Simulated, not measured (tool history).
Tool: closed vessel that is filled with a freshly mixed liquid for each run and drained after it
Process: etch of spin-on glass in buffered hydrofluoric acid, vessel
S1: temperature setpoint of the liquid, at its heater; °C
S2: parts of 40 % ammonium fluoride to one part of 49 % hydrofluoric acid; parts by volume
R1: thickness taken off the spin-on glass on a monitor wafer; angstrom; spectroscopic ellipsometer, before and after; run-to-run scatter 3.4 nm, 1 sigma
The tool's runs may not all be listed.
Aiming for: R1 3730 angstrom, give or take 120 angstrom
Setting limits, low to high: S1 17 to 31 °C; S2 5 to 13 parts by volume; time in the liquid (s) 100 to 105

{"run": 1, "hour": 0.0, "S1": 23, "S2": 8, "time in the liquid (s)": 100, "R1": 2764.3}
{"run": 2, "hour": 0.6, "S1": 23, "S2": 8, "time in the liquid (s)": 100, "R1": 2752.5}
{"run": 3, "hour": 1.9, "S1": 24, "S2": 8, "time in the liquid (s)": 100, "R1": 2898.5}
{"run": 4, "hour": 6.7, "S1": 24, "S2": 8, "time in the liquid (s)": 105, "R1": 3057}
{"run": 5, "hour": 10.6, "S1": 24, "S2": 8, "time in the liquid (s)": 105, "R1": 3061.4}
{"run": 6, "hour": 12.6, "S1": 24, "S2": 9, "time in the liquid (s)": 105, "R1": 2656.9}
{"run": 7, "hour": 14.0, "S1": 25, "S2": 9, "time in the liquid (s)": 105, "R1": 2847.6}
{"run": 8, "hour": 14.8, "S1": 26, "S2": 9, "time in the liquid (s)": 105, "R1": 2988.8}
{"run": 9, "hour": 22.0, "S1": 26.5, "S2": 9, "time in the liquid (s)": 105, "R1": 3050.4}

Pick the move, out of 4, that brings all results within their allowed miss; only one does.
{"run": "A", "hour": 29.2, "S1": 27.5, "S2": 8, "time in the liquid (s)": 105, "R1": "?"}
{"run": "B", "hour": 29.2, "S1": 26, "S2": 9.5, "time in the liquid (s)": 100, "R1": "?"}
{"run": "C", "hour": 29.2, "S1": 28.5, "S2": 9, "time in the liquid (s)": 100, "R1": "?"}
{"run": "D", "hour": 29.2, "S1": 26.5, "S2": 8, "time in the liquid (s)": 105, "R1": "?"}

move=A R1=3680.4
move=B R1=2752
move=C R1=3253.2
move=D R1=3489
A: each result inside its tolerance
B: moves away from the targets compared with the last run
C: closes in on the targets versus the last run, not all within tolerance yet
D: closes in on the targets versus the last run, not all within tolerance yet
The move that meets every target is A.
